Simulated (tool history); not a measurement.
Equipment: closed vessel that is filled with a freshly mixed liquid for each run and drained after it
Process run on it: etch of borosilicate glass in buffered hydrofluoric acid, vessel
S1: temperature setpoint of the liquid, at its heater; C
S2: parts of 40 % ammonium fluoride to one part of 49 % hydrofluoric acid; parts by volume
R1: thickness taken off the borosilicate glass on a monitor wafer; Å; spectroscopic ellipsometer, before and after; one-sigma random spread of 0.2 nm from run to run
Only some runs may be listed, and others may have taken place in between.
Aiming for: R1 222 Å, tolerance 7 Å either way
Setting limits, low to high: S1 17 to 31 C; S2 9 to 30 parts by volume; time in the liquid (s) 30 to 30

run 1 hour=0 | S1=23 S2=24 time_in_the_liquid_(s)=30 | R1=154.64
run 2 hour=2.9 | S1=23 S2=30 time_in_the_liquid_(s)=30 | R1=132.34
run 3 hour=8.9 | S1=23 S2=30 time_in_the_liquid_(s)=30 | R1=132.08
run 4 hour=12.4 | S1=20 S2=30 time_in_the_liquid_(s)=30 | R1=112.37
run 5 hour=14.2 | S1=20 S2=30 time_in_the_liquid_(s)=30 | R1=109.69
run 6 hour=17.9 | S1=23 S2=29.5 time_in_the_liquid_(s)=30 | R1=133.42
run 7 hour=23.8 | S1=25.5 S2=28.5 time_in_the_liquid_(s)=30 | R1=156.33
run 8 hour=29.9 | S1=27 S2=27.5 time_in_the_liquid_(s)=30 | R1=175.64
run 9 hour=31.2 | S1=28 S2=27 time_in_the_liquid_(s)=30 | R1=185.41
run 10 hour=33.1 | S1=29 S2=26.5 time_in_the_liquid_(s)=30 | R1=200.16
run 11 hour=37.2 | S1=29.5 S2=26.5 time_in_the_liquid_(s)=30 | R1=204.94
run 12 hour=45.1 | S1=30 S2=26.5 time_in_the_liquid_(s)=30 | R1=207.41
run 13 hour=49.7 | S1=30.5 S2=26.5 time_in_the_liquid_(s)=30 | R1=214.14

Below are 5 possible settings for the next run. Only one of them brings all results inside the allowed miss of their targets. Which is it?
run A hour=54.3 | S1=27 S2=18 time_in_the_liquid_(s)=30 | R1=?
run B hour=54.3 | S1=28.5 S2=20 time_in_the_liquid_(s)=30 | R1=?
run C hour=54.3 | S1=29.5 S2=27 time_in_the_liquid_(s)=30 | R1=?
run D hour=54.3 | S1=31 S2=29.5 time_in_the_liquid_(s)=30 | R1=?
run E hour=54.3 | S1=31 S2=26.5 time_in_the_liquid_(s)=30 | R1=?

move=A R1=241.36
move=B R1=235.35
move=C R1=201.77
move=D R1=205.45
move=E R1=221.05
A: pushes the last run's worst result past its target
B: pushes the last run's worst result past its target
C: moves away from the targets compared with the last run
D: moves away from the targets compared with the last run
E: all results in spec
Go with E: it meets all targets.
